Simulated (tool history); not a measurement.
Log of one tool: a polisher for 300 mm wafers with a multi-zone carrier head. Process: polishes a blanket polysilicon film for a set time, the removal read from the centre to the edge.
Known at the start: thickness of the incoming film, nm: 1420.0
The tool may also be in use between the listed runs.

run,hour,flow of slurry (ml/min),pressure of the head's centre zone,pressure of the head's middle zone,pressure of the head's edge zone,polishing time (s),film removed at the wafer's centre (nm),film removed at mid-radius (nm),film removed at the wafer's edge (nm)
1,0.0,250,1.00,1.00,1.00,68,580.33,595.66,606.48
2,5.1,250,1.00,1.00,0.97,68,584.51,592.33,580.22
3,12.9,305,1.00,1.00,0.97,68,594.57,603.93,597.75
4,20.1,305,1.00,1.00,0.97,61,522.25,529.39,540.12
5,28.8,310,1.03,1.02,1.02,67,592.98,601.68,611.01
6,36.1,310,1.03,1.02,1.10,67,591.71,611.31,635.02
7,37.1,310,1.06,1.03,1.12,72,649.01,644.91,680.86
8,43.5,315,1.08,1.05,1.13,77,711.71,713.45,733.24

Forecast run 9:
9,44.8,315,1.08,1.05,1.13,77,?,?,?

{"run 9": {"film removed at the wafer's centre (nm)": 696.49, "film removed at mid-radius (nm)": 694.7, "film removed at the wafer's edge (nm)": 748.81}}
